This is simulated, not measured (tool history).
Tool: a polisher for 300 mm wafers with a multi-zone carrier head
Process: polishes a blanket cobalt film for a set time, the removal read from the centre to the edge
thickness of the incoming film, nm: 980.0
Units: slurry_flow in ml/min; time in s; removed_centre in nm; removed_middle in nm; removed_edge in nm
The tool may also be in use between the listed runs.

| run | hour | slurry_flow | centre_zone | middle_zone | edge_zone | time | removed_centre | removed_middle | removed_edge |
|---|---|---|---|---|---|---|---|---|---|
| 1 | 0.0 | 175 | 1.00 | 1.00 | 1.00 | 63 | 298.82 | 286.33 | 289.73 |
| 2 | 3.9 | 175 | 1.00 | 1.00 | 0.93 | 63 | 296.06 | 287.32 | 284.98 |
| 3 | 8.2 | 175 | 0.98 | 1.00 | 0.95 | 65 | 297.38 | 291.56 | 290.75 |
| 4 | 13.3 | 175 | 0.98 | 1.06 | 0.95 | 65 | 297.93 | 299.94 | 285.99 |
| 5 | 20.5 | 180 | 0.97 | 1.05 | 0.97 | 66 | 304.71 | 306.49 | 300.88 |
| 6 | 24.2 | 180 | 1.01 | 1.05 | 0.97 | 66 | 318.14 | 314.57 | 300.94 |
| 7 | 25.6 | 185 | 0.99 | 1.05 | 0.99 | 67 | 316.15 | 316.76 | 307.45 |
| 8 | 32.5 | 185 | 0.99 | 1.05 | 0.99 | 67 | 317.45 | 316.80 | 305.50 |

The next listed run, before its measurement:
| 9 | 41.2 | 185 | 0.98 | 1.04 | 1.01 | 68 | ? | ? | ? |

{"run 9": {"removed_centre": 312.16, "removed_middle": 317.72, "removed_edge": 316.93}}
